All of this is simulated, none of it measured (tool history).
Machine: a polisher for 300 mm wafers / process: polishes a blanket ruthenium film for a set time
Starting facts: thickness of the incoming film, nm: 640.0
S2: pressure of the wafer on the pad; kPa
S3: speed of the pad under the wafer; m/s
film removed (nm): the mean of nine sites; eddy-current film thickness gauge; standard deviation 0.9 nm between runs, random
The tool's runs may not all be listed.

run 1 hour=0 | flow_of_slurry_(ml/min)=260 S2=15.9 S3=1.14 polishing_time_(s)=40 | film_removed_(nm)=54.062
run 2 hour=7.4 | flow_of_slurry_(ml/min)=260 S2=17.2 S3=1.14 polishing_time_(s)=40 | film_removed_(nm)=58.343
run 3 hour=10.6 | flow_of_slurry_(ml/min)=260 S2=17.9 S3=1.14 polishing_time_(s)=40 | film_removed_(nm)=60.737
run 4 hour=15.6 | flow_of_slurry_(ml/min)=260 S2=18.6 S3=1.14 polishing_time_(s)=40 | film_removed_(nm)=63.563
run 5 hour=21.4 | flow_of_slurry_(ml/min)=315 S2=18.6 S3=1.14 polishing_time_(s)=40 | film_removed_(nm)=64.454
run 6 hour=23.3 | flow_of_slurry_(ml/min)=315 S2=18.6 S3=1 polishing_time_(s)=40 | film_removed_(nm)=57.174

Run 7 comes next. What will it give?
run 7 hour=26.1 | flow_of_slurry_(ml/min)=315 S2=19.3 S3=1 polishing_time_(s)=40 | film_removed_(nm)=?

film removed (nm): 58.482

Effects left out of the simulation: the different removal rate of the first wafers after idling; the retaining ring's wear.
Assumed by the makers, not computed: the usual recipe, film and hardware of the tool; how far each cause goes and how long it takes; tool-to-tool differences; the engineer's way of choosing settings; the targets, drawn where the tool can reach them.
